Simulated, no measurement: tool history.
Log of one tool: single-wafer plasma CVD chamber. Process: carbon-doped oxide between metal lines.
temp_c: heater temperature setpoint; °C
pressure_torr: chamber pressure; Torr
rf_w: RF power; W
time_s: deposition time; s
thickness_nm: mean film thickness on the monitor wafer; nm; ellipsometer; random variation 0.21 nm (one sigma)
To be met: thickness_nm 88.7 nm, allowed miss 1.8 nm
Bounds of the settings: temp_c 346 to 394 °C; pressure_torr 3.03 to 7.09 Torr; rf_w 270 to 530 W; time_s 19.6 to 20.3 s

| run | hour | temp_c | pressure_torr | rf_w | time_s | thickness_nm |
|---|---|---|---|---|---|---|
| 1 | 0 | 370 | 5.06 | 400 | 19.6 | 77.116 |
| 2 | 2.2 | 370 | 4.72 | 400 | 19.6 | 76.412 |
| 3 | 5 | 370 | 4.72 | 400 | 19.6 | 76.577 |
| 4 | 9.4 | 370 | 4.72 | 400 | 19.6 | 76.469 |
| 5 | 11.5 | 370 | 4.72 | 400 | 19.6 | 76.74 |
| 6 | 13.5 | 368 | 4.91 | 420 | 19.6 | 79.242 |
| 7 | 16.5 | 368 | 4.99 | 440 | 19.7 | 81.522 |
| 8 | 17.7 | 368 | 5.09 | 455 | 19.7 | 83.09 |
| 9 | 20.9 | 367 | 5.18 | 465 | 19.7 | 84.396 |

Which of these 5 next moves meets every target?
| A | 24.1 | 355 | 4.48 | 530 | 20.1 | ? |
| B | 24.1 | 370 | 4.46 | 465 | 19.8 | ? |
| C | 24.1 | 360 | 5.69 | 470 | 20 | ? |
| D | 24.1 | 373 | 5.47 | 475 | 19.9 | ? |
| E | 24.1 | 371 | 5.37 | 530 | 20.2 | ? |

| move | thickness_nm |
|---|---|
| A | 94.006 |
| B | 83.267 |
| C | 89.256 |
| D | 85.842 |
| E | 91.998 |
A: takes the result that was furthest off past its target
B: further off than the last run
C: meets every target
D: nearer than the last run, and not there yet
E: takes the result that was furthest off past its target
The right move is C.

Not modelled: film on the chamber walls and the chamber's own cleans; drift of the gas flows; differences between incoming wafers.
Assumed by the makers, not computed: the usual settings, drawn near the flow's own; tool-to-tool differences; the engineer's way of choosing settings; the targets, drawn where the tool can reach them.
